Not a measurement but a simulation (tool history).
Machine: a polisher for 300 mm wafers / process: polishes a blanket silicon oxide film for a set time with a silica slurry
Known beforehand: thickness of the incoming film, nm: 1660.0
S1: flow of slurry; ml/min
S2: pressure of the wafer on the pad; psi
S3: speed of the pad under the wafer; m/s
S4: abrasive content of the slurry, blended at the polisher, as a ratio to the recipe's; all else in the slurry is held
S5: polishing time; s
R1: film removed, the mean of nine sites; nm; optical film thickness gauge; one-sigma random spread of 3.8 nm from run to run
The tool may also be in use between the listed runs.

run,hour,S1,S2,S3,S4,S5,R1
1,0.0,230,5.1,1.52,1.0,49,195.26
2,4.5,230,5.1,1.52,0.9,49,189.66
3,7.4,230,4.4,1.52,0.9,49,163.11
4,13.4,230,4.4,1.52,0.9,44,152.10
5,21.6,230,5.6,1.52,0.9,44,189.14
6,27.6,230,5.6,1.52,0.9,49,210.39
7,30.0,230,5.8,1.52,0.9,49,227.73
8,38.5,230,5.9,1.52,0.9,49,227.36
9,40.9,230,6.1,1.52,0.9,49,233.27
10,42.3,230,6.2,1.52,0.9,49,239.07

Run 11 has not been measured yet. What should we expect?
11,45.8,230,6.3,1.52,0.9,49,?

Run 11 measured R1 247.36 nm.

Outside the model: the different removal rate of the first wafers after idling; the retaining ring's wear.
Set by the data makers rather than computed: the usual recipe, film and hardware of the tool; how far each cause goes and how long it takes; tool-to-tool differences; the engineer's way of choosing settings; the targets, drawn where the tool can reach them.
